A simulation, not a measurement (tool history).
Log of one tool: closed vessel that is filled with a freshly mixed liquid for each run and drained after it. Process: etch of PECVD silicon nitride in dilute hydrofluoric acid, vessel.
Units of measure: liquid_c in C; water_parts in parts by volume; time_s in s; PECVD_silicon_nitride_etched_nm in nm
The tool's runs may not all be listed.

run  hour  liquid_c  water_parts  time_s  PECVD_silicon_nitride_etched_nm
  1     0        23          280    1115                           7.1016
  2   8.4        25          280    1115                           8.0155
  3  15.3        25          220    1115                            10.16
  4  19.9        23          220    1115                           8.9137
     25.3  -- hydrofluoric acid flow meter replaced
  5  25.3        23          160    1115                           11.616
  6  32.4        25          160    1115                           12.967

For run 7, what comes out?
  7  40.8        26          160    1115                                ?

Run 7 came out at PECVD_silicon_nitride_etched_nm 13.896 nm.
